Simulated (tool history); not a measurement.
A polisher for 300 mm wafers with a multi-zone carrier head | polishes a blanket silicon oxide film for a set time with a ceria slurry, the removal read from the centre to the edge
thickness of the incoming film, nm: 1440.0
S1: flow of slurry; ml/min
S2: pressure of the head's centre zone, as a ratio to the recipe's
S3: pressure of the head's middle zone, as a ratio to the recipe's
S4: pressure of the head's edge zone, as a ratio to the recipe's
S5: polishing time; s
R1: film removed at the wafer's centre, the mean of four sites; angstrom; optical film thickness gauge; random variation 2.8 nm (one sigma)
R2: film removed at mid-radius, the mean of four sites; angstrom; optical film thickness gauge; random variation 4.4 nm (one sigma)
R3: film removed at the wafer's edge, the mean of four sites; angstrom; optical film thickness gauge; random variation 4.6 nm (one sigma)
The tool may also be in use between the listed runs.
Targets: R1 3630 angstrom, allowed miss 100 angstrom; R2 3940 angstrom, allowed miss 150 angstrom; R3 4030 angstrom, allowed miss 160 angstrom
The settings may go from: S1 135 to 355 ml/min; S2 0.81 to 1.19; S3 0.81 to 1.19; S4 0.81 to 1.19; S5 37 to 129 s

| run | hour | S1 | S2 | S3 | S4 | S5 | R1 | R2 | R3 |
|---|---|---|---|---|---|---|---|---|---|
| 1 | 0 | 225 | 1 | 1 | 1 | 83 | 3273.4 | 3350.2 | 3257.9 |
| 2 | 7 | 225 | 1 | 1 | 0.92 | 83 | 3240.5 | 3228.4 | 3087.1 |
| 3 | 9.8 | 225 | 1 | 0.96 | 0.92 | 83 | 3211.1 | 3099.4 | 3170.9 |
| 4 | 11.2 | 225 | 1.03 | 0.96 | 0.92 | 83 | 3289.6 | 3134.6 | 3175.4 |
| 5 | 13 | 230 | 1.02 | 0.97 | 0.96 | 85 | 3364.7 | 3217.3 | 3224 |
| 6 | 14 | 220 | 1 | 0.97 | 0.97 | 88 | 3384.9 | 3310.1 | 3370 |
| 7 | 17 | 225 | 0.99 | 0.98 | 1 | 90 | 3521.1 | 3469.2 | 3550.9 |
| 8 | 23.7 | 230 | 0.98 | 0.99 | 1.03 | 90 | 3454 | 3556 | 3600.4 |

5 next moves are on the table. One of them brings every result within its allowed miss. Which?
| A | 30.4 | 280 | 1.02 | 1.19 | 0.97 | 88 | ? | ? | ? |
| B | 30.4 | 230 | 0.84 | 0.85 | 1.13 | 98 | ? | ? | ? |
| C | 30.4 | 195 | 0.95 | 1.03 | 1.07 | 101 | ? | ? | ? |
| D | 30.4 | 215 | 0.93 | 1.02 | 1.05 | 95 | ? | ? | ? |
| E | 30.4 | 190 | 0.87 | 0.96 | 1.11 | 109 | ? | ? | ? |

| move | R1 | R2 | R3 |
|---|---|---|---|
| A | 3598 | 4174.7 | 3496.7 |
| B | 3198.9 | 3417.5 | 4141.3 |
| C | 3633.4 | 4030.1 | 4064.7 |
| D | 3403.3 | 3818.7 | 3832 |
| E | 3568.8 | 4082 | 4458.1 |
A: further off than the last run
B: brings the result that was furthest off to its target, and leaves another outside
C: meets every target
D: nearer than the last run, and not there yet
E: takes the result that was furthest off past its target
Move C is the one to make.
